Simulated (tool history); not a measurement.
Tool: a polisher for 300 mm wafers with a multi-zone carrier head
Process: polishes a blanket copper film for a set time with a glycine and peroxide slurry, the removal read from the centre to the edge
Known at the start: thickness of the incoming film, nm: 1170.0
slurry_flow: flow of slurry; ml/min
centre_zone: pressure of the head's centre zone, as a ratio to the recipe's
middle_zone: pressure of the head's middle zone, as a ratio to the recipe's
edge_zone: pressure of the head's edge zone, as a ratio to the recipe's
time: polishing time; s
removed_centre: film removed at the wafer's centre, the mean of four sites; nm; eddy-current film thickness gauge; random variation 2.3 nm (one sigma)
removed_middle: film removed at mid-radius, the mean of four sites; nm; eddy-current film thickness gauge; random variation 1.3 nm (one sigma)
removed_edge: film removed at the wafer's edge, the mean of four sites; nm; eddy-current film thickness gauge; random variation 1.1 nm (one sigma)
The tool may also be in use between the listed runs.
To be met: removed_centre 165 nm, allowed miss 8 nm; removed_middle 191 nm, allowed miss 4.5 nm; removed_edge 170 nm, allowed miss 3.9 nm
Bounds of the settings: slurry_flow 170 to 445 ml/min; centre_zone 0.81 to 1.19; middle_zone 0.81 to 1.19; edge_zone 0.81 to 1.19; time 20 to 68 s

run  hour  slurry_flow  centre_zone  middle_zone  edge_zone  time  removed_centre  removed_middle  removed_edge
  1     0          285            1            1          1    44           205.1          215.15        211.24
  2   7.3          285            1         1.06          1    44          209.73          226.29        211.12
  3  11.2          285         1.06         1.06          1    44          219.37          226.21           212
  4  15.7          285         1.06         1.14          1    44          222.42          238.47        212.76
  5    21          280         1.04         1.12       0.98    43          212.44          228.51        203.89
  6  25.5          280         1.04         1.16       0.98    43          207.96          234.75        205.56
  7  33.6          275         1.03         1.14       0.96    42          205.86          224.74        196.85
  8  34.4          270            1         1.12       0.94    42           202.3          221.97        196.15
  9  38.1          270            1         1.12       0.94    42          205.62          220.55        195.08
 10  42.3          270         0.98         1.12       0.94    41          191.45          218.67        190.95
 11  44.6          265         0.96         1.11       0.93    41          187.42          214.48         189.4
 12  51.1          260         0.95          1.1       0.92    41          183.44          212.27        187.96
 13  57.4          255         0.94         1.09       0.91    41          178.92          210.87        188.78
 14  63.3          255         0.94         1.09        0.9    40          175.09          205.34        181.25

5 next moves are on the table. One of them brings every result within its allowed miss. Which?
  A  69.2          445         0.96         1.11        1.1    36               ?               ?             ?
  B  69.2          200         1.06         1.07       0.86    39               ?               ?             ?
  C  69.2          240         1.01         0.95       0.84    41               ?               ?             ?
  D  69.2          195         0.97         1.12       0.94    38               ?               ?             ?
  E  69.2          250         1.03          1.1        0.9    42               ?               ?             ?

move  removed_centre  removed_middle  removed_edge
   A          177.71          198.19        188.34
   B          192.75          191.17        169.74
   C          199.03          189.52        180.57
   D          170.95          191.96        171.62
   E          209.41          217.37        191.28
A: further off than the last run
B: brings the result that was furthest off to its target, and leaves another outside
C: brings the result that was furthest off to its target, and leaves another outside
D: meets every target
E: further off than the last run
Move D is the one to make.
